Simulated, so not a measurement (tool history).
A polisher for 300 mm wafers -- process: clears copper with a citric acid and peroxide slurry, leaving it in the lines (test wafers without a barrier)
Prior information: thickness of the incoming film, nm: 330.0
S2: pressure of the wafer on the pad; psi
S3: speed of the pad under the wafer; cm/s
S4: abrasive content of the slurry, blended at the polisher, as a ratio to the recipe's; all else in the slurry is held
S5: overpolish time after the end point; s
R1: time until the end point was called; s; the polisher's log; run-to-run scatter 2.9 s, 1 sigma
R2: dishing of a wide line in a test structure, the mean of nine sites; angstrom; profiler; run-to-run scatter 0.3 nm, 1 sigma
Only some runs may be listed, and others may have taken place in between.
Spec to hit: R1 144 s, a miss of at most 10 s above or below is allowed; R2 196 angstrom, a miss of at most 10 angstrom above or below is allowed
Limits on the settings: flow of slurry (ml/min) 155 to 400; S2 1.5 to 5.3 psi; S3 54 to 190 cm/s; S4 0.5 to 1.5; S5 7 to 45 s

run 1 hour=0 | flow_of_slurry_(ml/min)=255 S2=3.4 S3=122 S4=1 S5=23 | R1=103.8 R2=412.11
run 2 hour=4.9 | flow_of_slurry_(ml/min)=255 S2=3.3 S3=122 S4=1 S5=21 | R1=104.46 R2=366.53
run 3 hour=7.5 | flow_of_slurry_(ml/min)=255 S2=3.1 S3=122 S4=1 S5=20 | R1=116.04 R2=346.97
run 4 hour=13.2 | flow_of_slurry_(ml/min)=255 S2=3.1 S3=120 S4=1 S5=18 | R1=116.07 R2=325.2
run 5 hour=21 | flow_of_slurry_(ml/min)=255 S2=3.1 S3=120 S4=1.15 S5=18 | R1=111.5 R2=325.09
run 6 hour=25.2 | flow_of_slurry_(ml/min)=280 S2=3.1 S3=120 S4=1.15 S5=18 | R1=107.08 R2=330.22
run 7 hour=28 | flow_of_slurry_(ml/min)=320 S2=2.1 S3=118 S4=1.15 S5=10 | R1=136.43 R2=159.29
run 8 hour=29.9 | flow_of_slurry_(ml/min)=310 S2=2.1 S3=118 S4=1.15 S5=10 | R1=143.08 R2=156.35

4 candidate next runs follow, results not yet known. Just one meets every target within its allowed miss. Identify it.
run A hour=31.8 | flow_of_slurry_(ml/min)=300 S2=2 S3=118 S4=1.1 S5=13 | R1=? R2=?
run B hour=31.8 | flow_of_slurry_(ml/min)=290 S2=2.1 S3=116 S4=1.3 S5=15 | R1=? R2=?
run C hour=31.8 | flow_of_slurry_(ml/min)=295 S2=1.5 S3=136 S4=1.1 S5=16 | R1=? R2=?
run D hour=31.8 | flow_of_slurry_(ml/min)=295 S2=2.1 S3=110 S4=1.1 S5=12 | R1=? R2=?

move=A R1=146.02 R2=193.92
move=B R1=139.24 R2=230.04
move=C R1=146.92 R2=230.13
move=D R1=152.39 R2=173.73
A: in spec on every target
B: takes the result that was furthest off past its target
C: takes the result that was furthest off past its target
D: an improvement on the last run, though not all results are within tolerance
Go with A: it meets all targets.
